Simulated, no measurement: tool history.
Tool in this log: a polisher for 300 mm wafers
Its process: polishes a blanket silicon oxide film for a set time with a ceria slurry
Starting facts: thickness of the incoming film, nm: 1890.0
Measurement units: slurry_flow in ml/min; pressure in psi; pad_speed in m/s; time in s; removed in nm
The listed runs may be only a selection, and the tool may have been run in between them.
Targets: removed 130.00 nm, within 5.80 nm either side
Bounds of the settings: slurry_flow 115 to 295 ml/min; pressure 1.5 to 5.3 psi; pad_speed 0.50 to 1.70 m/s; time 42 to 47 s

run    day  slurry_flow  pressure  pad_speed  time  removed
  1  0.000          190       3.4       1.10    47   290.34
  2  0.221          190       3.4       1.10    47   279.92
  3  0.362          190       3.1       1.06    47   253.63
  4  0.388          190       3.1       1.06    47   263.19
  5  0.729          190       3.8       1.06    47   317.30
  6  0.842          190       3.8       0.92    47   269.90
  7  1.025          190       3.4       0.90    47   237.75
  8  1.171          190       3.1       0.88    47   211.62
  9  1.438          190       2.8       0.88    47   193.34
 10  1.671          190       2.6       0.88    47   182.40
 11  1.950          190       2.4       0.88    47   169.12
 12  2.188          190       2.3       0.88    47   162.60
 13  2.279          190       2.2       0.88    47   157.41
 14  2.529          190       1.5       0.86    47   109.96
 15  2.704          190       1.6       0.86    47   114.30

4 next moves are on the table. One of them brings every result within its allowed miss. Which?
  A  2.879          210       2.1       0.90    44        ?
  B  2.879          185       2.2       0.84    47        ?
  C  2.879          190       1.7       0.92    47        ?
  D  2.879          160       1.9       0.68    47        ?

move  removed
   A   147.87
   B   151.30
   C   132.17
   D   105.98
A: takes the result that was furthest off past its target
B: takes the result that was furthest off past its target
C: every result within its allowed miss
D: the biggest miss grows against the last run
Correct choice: C, which meets every target
